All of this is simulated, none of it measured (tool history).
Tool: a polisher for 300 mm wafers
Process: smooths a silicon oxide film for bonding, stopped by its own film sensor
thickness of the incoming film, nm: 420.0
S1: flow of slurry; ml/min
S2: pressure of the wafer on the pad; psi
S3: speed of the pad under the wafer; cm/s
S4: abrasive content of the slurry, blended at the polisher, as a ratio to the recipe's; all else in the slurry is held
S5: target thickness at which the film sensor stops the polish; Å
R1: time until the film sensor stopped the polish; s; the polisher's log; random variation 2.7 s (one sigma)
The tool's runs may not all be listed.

run  hour   S1   S2   S3  S4    S5      R1
  1     0  250  2.2  106   1  2960  163.71
  2   0.9  225  2.2  106   1  2960  160.56
  3   6.4  225  1.9  106   1  2960  190.91
  4   7.3  225  1.8  106   1  2960  199.29
  5   9.1  225  1.7  106   1  2960  211.84
  6  10.8  225  1.7   96   1  2960  221.77

Run 7 comes next. What will it give?
  7    16  225  1.6  96   1  2960   ?

{"run 7": {"R1": 243.17}}
